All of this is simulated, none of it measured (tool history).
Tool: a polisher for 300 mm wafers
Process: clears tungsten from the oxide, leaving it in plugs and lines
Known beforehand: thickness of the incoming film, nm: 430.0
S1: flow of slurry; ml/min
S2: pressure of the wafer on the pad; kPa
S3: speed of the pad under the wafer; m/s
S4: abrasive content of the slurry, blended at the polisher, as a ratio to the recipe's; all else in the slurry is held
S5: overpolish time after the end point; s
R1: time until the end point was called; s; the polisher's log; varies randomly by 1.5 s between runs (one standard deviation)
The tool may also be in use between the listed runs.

run,hour,S1,S2,S3,S4,S5,R1
1,0.0,215,32.4,1.30,1.0,32,64.426
2,4.4,215,32.4,1.30,1.0,34,64.223
3,5.0,215,29.0,1.22,1.0,34,73.735
4,12.4,215,29.0,0.96,1.0,34,84.904
5,18.5,215,29.0,0.96,1.0,32,86.040
6,24.8,215,29.0,0.96,0.9,32,85.449
7,30.9,215,26.2,0.90,0.9,32,97.932

Forecast run 8:
8,37.7,215,23.4,0.88,0.9,32,?

R1: 109.380 s
